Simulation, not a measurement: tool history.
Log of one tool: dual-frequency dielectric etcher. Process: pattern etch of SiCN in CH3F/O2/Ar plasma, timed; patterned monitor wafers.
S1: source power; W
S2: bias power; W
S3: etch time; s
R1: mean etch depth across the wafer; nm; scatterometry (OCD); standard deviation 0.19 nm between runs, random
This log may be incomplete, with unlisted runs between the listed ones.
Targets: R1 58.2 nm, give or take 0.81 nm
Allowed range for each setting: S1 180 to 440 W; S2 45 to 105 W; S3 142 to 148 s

Run 1, hour 0: S1 310 W, S2 75 W, S3 142 s. Result: R1 50.354 nm.
Run 2, hour 3.1: S1 310 W, S2 75 W, S3 142 s. Result: R1 50.453 nm.
Run 3, hour 11.8: S1 310 W, S2 65 W, S3 142 s. Result: R1 48.052 nm.
Run 4, hour 12.9: S1 310 W, S2 56 W, S3 142 s. Result: R1 45.914 nm.
Run 5, hour 20.6: S1 330 W, S2 59 W, S3 142 s. Result: R1 48.071 nm.
Run 6, hour 29.3: S1 290 W, S2 59 W, S3 142 s. Result: R1 45.172 nm.
Run 7, hour 37.1: S1 310 W, S2 60 W, S3 142 s. Result: R1 46.866 nm.
Run 8, hour 39.6: S1 370 W, S2 70 W, S3 142.5 s. Result: R1 53.694 nm.
Run 9, hour 41.2: S1 380 W, S2 70 W, S3 142.5 s. Result: R1 54.557 nm.

Which one of the following 5 next-run settings gets every result inside its allowed miss? There is exactly one.
Run A, hour 42.8: S1 400 W, S2 79 W, S3 142.5 s. Result: R1 ?.
Run B, hour 42.8: S1 440 W, S2 74 W, S3 145 s. Result: R1 ?.
Run C, hour 42.8: S1 420 W, S2 65 W, S3 145.5 s. Result: R1 ?.
Run D, hour 42.8: S1 440 W, S2 67 W, S3 142 s. Result: R1 ?.
Run E, hour 42.8: S1 410 W, S2 73 W, S3 142 s. Result: R1 ?.

move      R1
   A  58.043
   B  60.305
   C  56.832
   D  57.186
   E  56.966
A: hits every target within its allowed miss
B: carries the result that was furthest off beyond its target, to the other side
C: moves toward the targets from the last run without getting all of them in spec
D: moves toward the targets from the last run without getting all of them in spec
E: moves toward the targets from the last run without getting all of them in spec
A meets every target.

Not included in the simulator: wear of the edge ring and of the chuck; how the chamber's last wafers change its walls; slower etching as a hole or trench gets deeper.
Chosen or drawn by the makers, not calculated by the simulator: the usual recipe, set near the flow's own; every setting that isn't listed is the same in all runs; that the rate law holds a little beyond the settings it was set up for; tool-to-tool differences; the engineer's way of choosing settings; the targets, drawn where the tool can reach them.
